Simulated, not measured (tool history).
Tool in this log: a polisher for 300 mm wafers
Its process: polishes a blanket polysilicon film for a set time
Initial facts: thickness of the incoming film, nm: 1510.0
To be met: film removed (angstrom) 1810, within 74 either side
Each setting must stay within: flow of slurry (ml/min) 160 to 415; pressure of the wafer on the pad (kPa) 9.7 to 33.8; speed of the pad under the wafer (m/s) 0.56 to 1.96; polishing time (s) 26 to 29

run	hour	flow of slurry (ml/min)	pressure of the wafer on the pad (kPa)	speed of the pad under the wafer (m/s)	polishing time (s)	film removed (angstrom)
1	0	265	21.4	1.26	29	2767.2
2	4.4	265	20	1.26	29	2575.6
3	5.1	265	18.6	1.26	29	2424.5
4	6	265	18.6	1.26	29	2402.4
5	8.2	265	18.6	1.5	29	2668
6	12.2	265	22.1	1.5	29	3147.4
7	20.1	265	20	1.48	29	2873
8	21.8	265	18.6	1.48	29	2709.2
9	28.5	265	17.2	1.48	29	2544.8
10	31	265	15.9	1.48	29	2320.7
11	37.1	265	15.2	1.48	29	2188.7
12	43.9	265	15.2	1.48	29	2241.9
13	49.4	265	14.5	1.48	29	2134
14	53	265	11	1.46	29	1592.8
15	59.7	265	11	1.46	29	1606
16	62.4	265	11.7	1.46	29	1686.5

4 next moves are on the table. One of them brings every result within its allowed miss. Which?
A	65.1	265	13.1	1.62	29	?
B	65.1	275	13.8	1.44	29	?
C	65.1	305	12.4	1.46	29	?
D	65.1	290	13.8	1.48	29	?

move	film removed (angstrom)
A	1986.8
B	1938.8
C	1782
D	1980.2
A: takes the biggest miss from the last run beyond its target
B: takes the biggest miss from the last run beyond its target
C: hits every target within its allowed miss
D: takes the biggest miss from the last run beyond its target
C meets every target.
